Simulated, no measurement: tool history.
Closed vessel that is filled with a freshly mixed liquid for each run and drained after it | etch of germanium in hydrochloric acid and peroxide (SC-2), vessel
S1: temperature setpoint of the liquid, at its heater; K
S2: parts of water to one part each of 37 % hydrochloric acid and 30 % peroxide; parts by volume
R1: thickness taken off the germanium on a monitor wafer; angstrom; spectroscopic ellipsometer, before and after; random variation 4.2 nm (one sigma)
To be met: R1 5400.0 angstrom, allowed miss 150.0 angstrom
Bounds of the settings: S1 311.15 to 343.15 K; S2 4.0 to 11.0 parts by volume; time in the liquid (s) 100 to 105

{"run": 1, "hour": 0.0, "S1": 327.15, "S2": 6.0, "time in the liquid (s)": 100, "R1": 3616.4}
{"run": 2, "hour": 3.9, "S1": 327.15, "S2": 6.0, "time in the liquid (s)": 100, "R1": 3677.9}
{"run": 3, "hour": 13.0, "S1": 327.15, "S2": 7.0, "time in the liquid (s)": 100, "R1": 3597.2}
{"run": 4, "hour": 14.5, "S1": 331.65, "S2": 7.0, "time in the liquid (s)": 100, "R1": 4128.5}
{"run": 5, "hour": 21.5, "S1": 329.15, "S2": 7.0, "time in the liquid (s)": 100, "R1": 3830.9}
{"hour": 24.1, "done": "thermometer replaced"}
{"run": 6, "hour": 24.1, "S1": 333.65, "S2": 7.0, "time in the liquid (s)": 100, "R1": 4707.5}
{"run": 7, "hour": 25.2, "S1": 334.65, "S2": 7.0, "time in the liquid (s)": 100, "R1": 4897.2}
{"run": 8, "hour": 31.6, "S1": 335.65, "S2": 7.0, "time in the liquid (s)": 100, "R1": 5096.5}
{"run": 9, "hour": 39.8, "S1": 336.15, "S2": 7.0, "time in the liquid (s)": 100, "R1": 5201.0}
{"run": 10, "hour": 48.3, "S1": 336.15, "S2": 7.0, "time in the liquid (s)": 100, "R1": 5180.5}
{"run": 11, "hour": 53.6, "S1": 336.65, "S2": 7.0, "time in the liquid (s)": 100, "R1": 5188.6}

Which of these 5 next moves meets every target?
{"run": "A", "hour": 58.9, "S1": 335.65, "S2": 8.0, "time in the liquid (s)": 100, "R1": "?"}
{"run": "B", "hour": 58.9, "S1": 334.15, "S2": 6.0, "time in the liquid (s)": 100, "R1": "?"}
{"run": "C", "hour": 58.9, "S1": 334.65, "S2": 6.5, "time in the liquid (s)": 105, "R1": "?"}
{"run": "D", "hour": 58.9, "S1": 338.15, "S2": 7.5, "time in the liquid (s)": 100, "R1": "?"}
{"run": "E", "hour": 58.9, "S1": 335.15, "S2": 7.5, "time in the liquid (s)": 100, "R1": "?"}

move=A R1=4971.9
move=B R1=4847.7
move=C R1=5143.9
move=D R1=5373.6
move=E R1=4924.7
A: further off than the last run
B: further off than the last run
C: further off than the last run
D: meets every target
E: further off than the last run
Move D is the one to make.
